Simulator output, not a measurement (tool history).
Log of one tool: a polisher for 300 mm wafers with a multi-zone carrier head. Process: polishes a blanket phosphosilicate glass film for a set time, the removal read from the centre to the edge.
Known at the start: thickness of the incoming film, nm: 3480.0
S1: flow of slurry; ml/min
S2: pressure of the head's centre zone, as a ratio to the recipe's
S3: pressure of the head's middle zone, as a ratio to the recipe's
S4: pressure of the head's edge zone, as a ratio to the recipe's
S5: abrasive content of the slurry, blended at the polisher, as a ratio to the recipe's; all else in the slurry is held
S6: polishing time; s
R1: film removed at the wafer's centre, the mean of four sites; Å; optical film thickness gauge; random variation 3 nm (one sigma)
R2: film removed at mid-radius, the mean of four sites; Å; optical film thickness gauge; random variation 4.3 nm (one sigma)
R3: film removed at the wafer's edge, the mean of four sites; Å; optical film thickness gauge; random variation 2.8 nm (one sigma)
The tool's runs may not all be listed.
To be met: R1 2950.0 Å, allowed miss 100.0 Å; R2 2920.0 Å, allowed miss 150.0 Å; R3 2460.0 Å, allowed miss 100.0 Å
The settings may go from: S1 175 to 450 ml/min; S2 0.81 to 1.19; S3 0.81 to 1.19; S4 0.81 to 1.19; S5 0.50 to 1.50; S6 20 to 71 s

run  hour   S1    S2    S3    S4    S5  S6      R1      R2      R3
  1   0.0  290  1.00  1.00  1.00  1.00  45  4453.3  4555.9  4639.3
  2   2.8  290  1.00  1.00  1.00  1.15  45  4718.7  4639.3  4796.9
  3   4.3  295  1.03  1.01  0.98  1.05  42  4440.9  4359.5  4152.4
  4   9.9  300  1.03  1.00  0.97  0.95  40  4115.4  3906.0  3946.2
  5  15.0  300  1.03  1.00  0.89  0.95  40  4095.7  3961.1  3788.2
  6  15.9  300  1.04  1.02  0.88  0.90  38  3829.2  3782.9  3464.1
  7  24.9  300  1.05  1.03  0.87  0.85  37  3621.8  3632.5  3343.4
  8  28.8  305  1.07  1.04  0.86  0.80  36  3611.4  3421.7  3192.2
  9  34.7  305  1.08  1.06  0.85  0.75  35  3385.5  3348.0  2958.1
 10  42.8  305  1.09  1.07  0.84  0.70  35  3404.4  3333.0  2837.6
 11  44.3  300  1.09  1.07  0.84  0.65  35  3313.2  3101.8  2717.3
 12  53.2  275  1.04  1.13  0.81  0.50  35  2804.5  2979.1  2463.2
 13  55.5  275  1.05  1.13  0.81  0.50  35  2825.5  3015.8  2445.5
 14  61.7  275  1.05  1.12  0.81  0.50  35  2789.9  2951.6  2437.0
 15  63.1  275  1.05  1.12  0.81  0.50  35  2783.6  3021.1  2424.7
 16  65.2  280  1.06  1.11  0.81  0.50  35  2861.9  2928.9  2461.5

5 next moves are on the table. One of them brings every result within its allowed miss. Which?
  A  67.3  335  1.09  1.10  0.82  0.50  35   ?   ?   ?
  B  67.3  270  1.03  1.12  0.86  0.50  33   ?   ?   ?
  C  67.3  280  1.01  1.11  0.81  0.50  36   ?   ?   ?
  D  67.3  295  1.03  1.15  0.83  0.50  34   ?   ?   ?
  E  67.3  180  1.04  1.17  0.81  0.60  34   ?   ?   ?

move      R1      R2      R3
   A  3010.2  2948.7  2458.0
   B  2614.2  2760.5  2325.6
   C  2809.2  3001.7  2479.0
   D  2724.3  2939.2  2375.6
   E  2716.5  2970.9  2384.0
A: meets every target
B: further off than the last run
C: further off than the last run
D: further off than the last run
E: further off than the last run
Answer: A

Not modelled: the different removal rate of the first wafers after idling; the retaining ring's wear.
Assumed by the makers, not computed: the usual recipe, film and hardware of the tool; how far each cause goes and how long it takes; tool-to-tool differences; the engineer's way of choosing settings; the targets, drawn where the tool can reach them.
